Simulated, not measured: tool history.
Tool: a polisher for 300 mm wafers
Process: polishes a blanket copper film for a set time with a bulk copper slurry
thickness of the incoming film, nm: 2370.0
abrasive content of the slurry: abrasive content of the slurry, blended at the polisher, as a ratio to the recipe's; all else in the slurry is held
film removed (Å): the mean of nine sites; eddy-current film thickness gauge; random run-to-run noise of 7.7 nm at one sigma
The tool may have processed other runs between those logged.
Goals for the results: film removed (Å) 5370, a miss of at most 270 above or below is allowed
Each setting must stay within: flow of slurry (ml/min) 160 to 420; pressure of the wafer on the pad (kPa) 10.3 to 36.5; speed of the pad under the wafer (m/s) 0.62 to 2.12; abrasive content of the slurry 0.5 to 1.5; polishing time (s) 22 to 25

| run | hour | flow of slurry (ml/min) | pressure of the wafer on the pad (kPa) | speed of the pad under the wafer (m/s) | abrasive content of the slurry | polishing time (s) | film removed (Å) |
|---|---|---|---|---|---|---|---|
| 1 | 0 | 270 | 23.4 | 1.36 | 1 | 25 | 3464.1 |
| 2 | 7.1 | 270 | 26.2 | 1.38 | 1 | 25 | 3910 |
| 3 | 13.5 | 270 | 26.2 | 1.38 | 1.1 | 25 | 4066.2 |
| 4 | 19.3 | 325 | 26.2 | 1.38 | 1.1 | 25 | 3978.4 |
| 5 | 26.4 | 325 | 26.2 | 1.38 | 1.1 | 25 | 4069.8 |
| 6 | 34.5 | 325 | 26.2 | 1.38 | 1 | 25 | 3999.3 |
| 7 | 39.1 | 325 | 26.2 | 1.38 | 1 | 25 | 4086 |
| 8 | 47.2 | 325 | 28.3 | 1.38 | 1 | 25 | 4384.3 |
| 9 | 54.4 | 325 | 29.6 | 1.38 | 1 | 25 | 4361.7 |
| 10 | 56.3 | 325 | 31.7 | 1.4 | 1 | 25 | 4820.5 |
| 11 | 65.2 | 325 | 32.4 | 1.4 | 1 | 25 | 5017.6 |

5 next moves are on the table. One of them brings every result within its allowed miss. Which?
| A | 74.1 | 325 | 33.8 | 1.36 | 0.95 | 22 | ? |
| B | 74.1 | 355 | 33.8 | 1.38 | 0.9 | 22 | ? |
| C | 74.1 | 265 | 34.5 | 1.2 | 1 | 25 | ? |
| D | 74.1 | 300 | 31 | 1.46 | 0.85 | 25 | ? |
| E | 74.1 | 325 | 31 | 1.72 | 0.85 | 24 | ? |

| move | film removed (Å) |
|---|---|
| A | 4335.2 |
| B | 4381.3 |
| C | 4416.4 |
| D | 4716.6 |
| E | 5348.5 |
A: further off than the last run
B: further off than the last run
C: further off than the last run
D: further off than the last run
E: all results in spec
E is the move that brings every result within its allowed miss.
